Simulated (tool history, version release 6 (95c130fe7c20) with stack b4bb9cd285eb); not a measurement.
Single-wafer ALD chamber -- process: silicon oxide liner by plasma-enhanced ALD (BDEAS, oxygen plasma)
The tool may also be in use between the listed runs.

| run | hour | heater temperature setpoint (°C) | number of ALD cycles (cycles) | mean film thickness on the monitor wafer (Å) |
|---|---|---|---|---|
| 1 | 0.0 | 320 | 79 | 71.704 |
| 2 | 2.9 | 320 | 71 | 64.230 |
| 3 | 8.7 | 320 | 74 | 67.031 |
| 4 | 10.7 | 320 | 76 | 68.941 |
| 5 | 12.3 | 325 | 76 | 68.339 |
| 6 | 14.3 | 325 | 78 | 69.752 |
| 7 | 19.9 | 325 | 78 | 69.998 |
| 8 | 27.3 | 325 | 78 | 69.701 |
| 9 | 28.3 | 324 | 80 | 71.838 |
| 10 | 36.7 | 324 | 82 | 73.750 |
| 11 | 45.3 | 324 | 83 | 74.526 |
| 12 | 51.2 | 324 | 84 | 75.708 |
| 13 | 56.9 | 324 | 85 | 76.360 |
| 14 | 60.3 | 324 | 86 | 77.204 |

Forecast run 15:
| 15 | 69.2 | 324 | 86 | ? |

{"run 15": {"mean film thickness on the monitor wafer (Å)": 77.234}}
